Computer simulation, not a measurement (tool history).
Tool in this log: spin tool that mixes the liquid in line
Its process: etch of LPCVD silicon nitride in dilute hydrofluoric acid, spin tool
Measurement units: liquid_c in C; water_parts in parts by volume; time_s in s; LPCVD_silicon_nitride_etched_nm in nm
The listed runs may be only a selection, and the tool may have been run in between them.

run  hour  liquid_c  water_parts  time_s  LPCVD_silicon_nitride_etched_nm
  1   0.0      21.0           40     260                           3.3535
  2   8.6      23.5           40     260                           3.9627
  3  12.1      24.0           40     260                           4.1144
  4  18.9      24.5           40     260                           4.1566
  5  26.7      25.0           40     260                           4.2626
  6  31.8      23.0           40     260                           3.8472
  7  37.6      23.5           40     260                           3.9834

Run 8, settings as shown, results not yet in. Your forecast:
  8  44.7      24.0           40     260                                ?

Run 8 produced LPCVD_silicon_nitride_etched_nm 4.1439 nm.

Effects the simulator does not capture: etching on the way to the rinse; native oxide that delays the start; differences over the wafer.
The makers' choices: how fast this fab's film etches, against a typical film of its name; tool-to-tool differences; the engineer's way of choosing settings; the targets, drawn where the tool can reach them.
